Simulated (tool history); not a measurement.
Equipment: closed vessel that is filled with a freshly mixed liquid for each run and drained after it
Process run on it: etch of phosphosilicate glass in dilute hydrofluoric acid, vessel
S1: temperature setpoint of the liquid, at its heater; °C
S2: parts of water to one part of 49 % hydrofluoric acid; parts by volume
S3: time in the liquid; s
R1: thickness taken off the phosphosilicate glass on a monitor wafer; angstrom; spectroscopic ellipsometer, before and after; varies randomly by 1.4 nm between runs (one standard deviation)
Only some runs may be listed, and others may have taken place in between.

run  hour    S1  S2  S3      R1
  1     0    21  65  95  1958.5
  2   7.6    21  55  95  2348.9
  3  11.5  18.5  55  95  2103.8
  4  15.9    22  50  95  2706.7
  5  20.2  24.5  50  95    3003
  6  23.5  24.5  50  95  2993.1
  7  27.1  28.5  40  95  4491.7

Forecast run 8:
  8  35.7  28  40  95   ?

R1: 4401.4 angstrom
